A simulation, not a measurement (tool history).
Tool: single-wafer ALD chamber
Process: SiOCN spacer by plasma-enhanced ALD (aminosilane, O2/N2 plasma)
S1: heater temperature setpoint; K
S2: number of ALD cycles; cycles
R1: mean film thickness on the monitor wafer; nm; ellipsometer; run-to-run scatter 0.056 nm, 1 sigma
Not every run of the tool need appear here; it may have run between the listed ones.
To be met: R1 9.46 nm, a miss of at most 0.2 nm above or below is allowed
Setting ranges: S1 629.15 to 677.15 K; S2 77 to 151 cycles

{"run": 1, "hour": 0.0, "S1": 653.15, "S2": 114, "R1": 7.6568}
{"run": 2, "hour": 2.4, "S1": 659.15, "S2": 114, "R1": 7.6206}
{"run": 3, "hour": 4.9, "S1": 659.15, "S2": 119, "R1": 7.913}
{"run": 4, "hour": 14.0, "S1": 659.15, "S2": 123, "R1": 8.2529}
{"run": 5, "hour": 19.1, "S1": 659.15, "S2": 126, "R1": 8.5813}
{"run": 6, "hour": 20.2, "S1": 655.15, "S2": 126, "R1": 8.4229}
{"run": 7, "hour": 26.0, "S1": 655.15, "S2": 129, "R1": 8.6394}
{"run": 8, "hour": 30.3, "S1": 655.15, "S2": 131, "R1": 8.7486}
{"run": 9, "hour": 33.1, "S1": 655.15, "S2": 133, "R1": 8.913}
{"run": 10, "hour": 35.3, "S1": 655.15, "S2": 134, "R1": 8.9638}
{"run": 11, "hour": 43.8, "S1": 655.15, "S2": 135, "R1": 9.0944}
{"run": 12, "hour": 47.3, "S1": 655.15, "S2": 136, "R1": 9.1428}
{"run": 13, "hour": 55.5, "S1": 655.15, "S2": 137, "R1": 9.2072}

Of the 4 settings listed for the next run, only one would bring every result within its allowed miss of target. Which one?
{"run": "A", "hour": 63.7, "S1": 657.15, "S2": 147, "R1": "?"}
{"run": "B", "hour": 63.7, "S1": 673.15, "S2": 151, "R1": "?"}
{"run": "C", "hour": 63.7, "S1": 648.15, "S2": 140, "R1": "?"}
{"run": "D", "hour": 63.7, "S1": 672.15, "S2": 149, "R1": "?"}

move=A R1=9.9251
move=B R1=10.079
move=C R1=9.4524
move=D R1=9.9773
A: pushes the last run's worst result past its target
B: pushes the last run's worst result past its target
C: all results in spec
D: pushes the last run's worst result past its target
C meets every target.
